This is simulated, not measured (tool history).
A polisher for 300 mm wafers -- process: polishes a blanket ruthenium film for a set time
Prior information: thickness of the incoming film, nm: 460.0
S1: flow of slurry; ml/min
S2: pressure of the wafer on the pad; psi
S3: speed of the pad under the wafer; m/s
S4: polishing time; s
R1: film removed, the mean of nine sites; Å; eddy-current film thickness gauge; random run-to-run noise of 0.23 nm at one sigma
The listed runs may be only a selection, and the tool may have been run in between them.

| run | hour | S1 | S2 | S3 | S4 | R1 |
|---|---|---|---|---|---|---|
| 1 | 0 | 185 | 1.3 | 0.94 | 36 | 266.47 |
| 2 | 2.9 | 190 | 1.3 | 0.94 | 36 | 267.05 |
| 3 | 3.6 | 195 | 1.3 | 0.94 | 36 | 267.27 |
| 4 | 11.2 | 200 | 1.3 | 0.94 | 36 | 273.53 |
| 5 | 18.7 | 215 | 1.3 | 0.94 | 36 | 270.62 |
| 6 | 20.8 | 215 | 1.3 | 0.94 | 36 | 274.58 |
| 7 | 21.9 | 225 | 1.3 | 0.94 | 36 | 273.78 |

Run 8 has not been measured yet. What should we expect?
| 8 | 30.5 | 230 | 1.4 | 0.94 | 36 | ? |

{"run 8": {"R1": 292.31}}
